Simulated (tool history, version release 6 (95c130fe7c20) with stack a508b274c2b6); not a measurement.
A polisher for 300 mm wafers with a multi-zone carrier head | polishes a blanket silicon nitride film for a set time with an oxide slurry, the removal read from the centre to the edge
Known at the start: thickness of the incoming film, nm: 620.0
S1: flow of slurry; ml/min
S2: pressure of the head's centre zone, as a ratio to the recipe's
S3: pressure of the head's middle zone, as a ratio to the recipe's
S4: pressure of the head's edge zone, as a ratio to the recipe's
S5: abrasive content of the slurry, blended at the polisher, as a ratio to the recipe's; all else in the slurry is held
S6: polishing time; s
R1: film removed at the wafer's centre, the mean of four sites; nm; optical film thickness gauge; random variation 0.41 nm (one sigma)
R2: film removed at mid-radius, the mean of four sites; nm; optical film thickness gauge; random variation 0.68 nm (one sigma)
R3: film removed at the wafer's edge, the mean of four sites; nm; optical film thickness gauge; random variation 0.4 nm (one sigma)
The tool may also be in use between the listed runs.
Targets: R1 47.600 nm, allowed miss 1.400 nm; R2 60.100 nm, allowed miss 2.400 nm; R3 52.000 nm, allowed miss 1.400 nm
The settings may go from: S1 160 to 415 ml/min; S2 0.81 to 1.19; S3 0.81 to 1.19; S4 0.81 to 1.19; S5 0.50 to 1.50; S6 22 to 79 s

run  hour   S1    S2    S3    S4    S5  S6      R1      R2      R3
  1   0.0  265  1.00  1.00  1.00  1.00  50  38.669  41.749  40.452
  2   5.5  280  1.00  1.06  1.04  1.15  50  42.460  47.776  44.240
  3  13.2  280  1.00  0.98  1.04  1.15  50  42.648  43.918  44.687
  4  20.8  280  1.00  0.98  1.04  1.15  60  50.039  52.566  54.232
  5  23.8  275  0.99  1.02  1.02  1.15  60  49.661  54.761  53.981
  6  31.9  275  0.92  1.02  1.02  1.15  60  46.061  53.975  53.081
     35.2  -- centre zone pressure recalibrated
  7  35.2  285  0.93  1.05  1.00  1.15  60  50.527  56.193  52.910
  8  38.6  275  0.93  1.08  1.01  1.15  60  49.435  57.524  52.641
  9  44.0  265  0.92  1.10  1.02  1.15  60  49.336  58.994  53.042

5 next moves are on the table. One of them brings every result within its allowed miss. Which?
  A  49.4  315  0.93  1.04  1.08  1.05  61   ?   ?   ?
  B  49.4  165  0.94  1.19  1.09  1.20  59   ?   ?   ?
  C  49.4  285  0.90  1.10  0.97  0.85  76   ?   ?   ?
  D  49.4  225  0.90  1.16  0.83  1.15  62   ?   ?   ?
  E  49.4  260  0.95  1.03  0.97  1.10  62   ?   ?   ?

move      R1      R2      R3
   A  48.913  55.453  53.707
   B  47.197  59.851  52.686
   C  51.756  63.674  56.295
   D  48.571  62.702  50.139
   E  50.996  56.241  52.766
A: brings the result that was furthest off to its target, and leaves another outside
B: meets every target
C: further off than the last run
D: brings the result that was furthest off to its target, and leaves another outside
E: further off than the last run
Answer: B
